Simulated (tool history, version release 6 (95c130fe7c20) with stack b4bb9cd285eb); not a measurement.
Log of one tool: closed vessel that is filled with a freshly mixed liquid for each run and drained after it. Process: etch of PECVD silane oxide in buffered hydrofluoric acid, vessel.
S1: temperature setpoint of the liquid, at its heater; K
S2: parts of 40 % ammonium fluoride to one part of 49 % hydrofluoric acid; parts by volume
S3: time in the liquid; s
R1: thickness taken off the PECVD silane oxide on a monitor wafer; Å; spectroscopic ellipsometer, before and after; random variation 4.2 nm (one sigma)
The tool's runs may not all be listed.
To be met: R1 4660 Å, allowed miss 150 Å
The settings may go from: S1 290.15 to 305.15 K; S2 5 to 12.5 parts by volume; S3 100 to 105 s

run 1 day=0 | S1=298.15 S2=7.5 S3=100 | R1=5289.1
run 2 day=0.046 | S1=301.15 S2=7.5 S3=100 | R1=6224.9
run 3 day=0.083 | S1=300.65 S2=7.5 S3=100 | R1=6079.4
run 4 day=0.225 | S1=300.65 S2=7.5 S3=105 | R1=6346.5
run 5 day=0.279 | S1=300.15 S2=7.5 S3=105 | R1=6180.1
run 6 day=0.612 | S1=299.65 S2=7.5 S3=105 | R1=6086.4
run 7 day=0.996 | S1=299.65 S2=7.5 S3=105 | R1=6044.9
run 8 day=1.067 | S1=295.65 S2=7.5 S3=105 | R1=4899.2

Which of these 5 next moves meets every target?
run A day=1.138 | S1=294.65 S2=7.5 S3=100 | R1=?
run B day=1.138 | S1=295.65 S2=7 S3=100 | R1=?
run C day=1.138 | S1=294.65 S2=7.5 S3=105 | R1=?
run D day=1.138 | S1=296.15 S2=8.5 S3=105 | R1=?
run E day=1.138 | S1=294.65 S2=6.5 S3=105 | R1=?

move=A R1=4403.8
move=B R1=5013.4
move=C R1=4624
move=D R1=4385.8
move=E R1=5312.6
A: takes the result that was furthest off past its target
B: further off than the last run
C: meets every target
D: takes the result that was furthest off past its target
E: further off than the last run
The right move is C.

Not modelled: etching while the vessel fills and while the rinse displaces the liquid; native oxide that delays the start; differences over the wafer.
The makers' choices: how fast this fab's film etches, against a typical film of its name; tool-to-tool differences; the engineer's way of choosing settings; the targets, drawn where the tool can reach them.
